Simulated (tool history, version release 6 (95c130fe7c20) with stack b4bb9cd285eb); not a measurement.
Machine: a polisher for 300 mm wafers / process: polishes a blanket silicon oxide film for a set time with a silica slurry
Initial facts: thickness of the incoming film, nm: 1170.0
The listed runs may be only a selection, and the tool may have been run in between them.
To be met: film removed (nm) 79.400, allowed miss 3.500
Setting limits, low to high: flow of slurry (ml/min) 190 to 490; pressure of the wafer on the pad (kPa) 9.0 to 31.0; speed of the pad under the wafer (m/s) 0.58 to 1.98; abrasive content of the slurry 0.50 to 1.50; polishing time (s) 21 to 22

| run | day | flow of slurry (ml/min) | pressure of the wafer on the pad (kPa) | speed of the pad under the wafer (m/s) | abrasive content of the slurry | polishing time (s) | film removed (nm) |
|---|---|---|---|---|---|---|---|
| 1 | 0.000 | 315 | 20.0 | 1.28 | 1.00 | 22 | 53.160 |
| 2 | 0.254 | 355 | 20.0 | 1.28 | 1.00 | 22 | 54.897 |
| 3 | 0.375 | 360 | 20.7 | 1.28 | 1.00 | 22 | 56.211 |
| 4 | 0.662 | 360 | 20.7 | 1.28 | 0.85 | 22 | 53.640 |
| 5 | 0.771 | 360 | 21.4 | 1.28 | 0.85 | 22 | 54.382 |
| 6 | 0.929 | 325 | 21.4 | 1.28 | 0.85 | 22 | 53.791 |
| 7 | 1.012 | 325 | 22.1 | 1.28 | 0.85 | 22 | 55.770 |
| 8 | 1.200 | 325 | 22.1 | 1.28 | 0.85 | 22 | 55.560 |
| 9 | 1.446 | 325 | 27.6 | 1.32 | 0.85 | 22 | 72.330 |
| 10 | 1.546 | 330 | 29.0 | 1.32 | 0.85 | 22 | 73.610 |

Consider the 4 candidate settings below. Which is the only one whose results all fall within their allowed miss of target?
| A | 1.646 | 375 | 28.3 | 1.46 | 0.80 | 22 | ? |
| B | 1.646 | 355 | 28.3 | 1.30 | 0.85 | 22 | ? |
| C | 1.646 | 305 | 27.6 | 1.26 | 0.90 | 21 | ? |
| D | 1.646 | 430 | 31.0 | 1.24 | 0.80 | 21 | ? |

| move | film removed (nm) |
|---|---|
| A | 77.139 |
| B | 71.736 |
| C | 65.740 |
| D | 71.908 |
A: hits every target within its allowed miss
B: lands further from the targets than the last run did
C: lands further from the targets than the last run did
D: lands further from the targets than the last run did
The move that meets every target is A.

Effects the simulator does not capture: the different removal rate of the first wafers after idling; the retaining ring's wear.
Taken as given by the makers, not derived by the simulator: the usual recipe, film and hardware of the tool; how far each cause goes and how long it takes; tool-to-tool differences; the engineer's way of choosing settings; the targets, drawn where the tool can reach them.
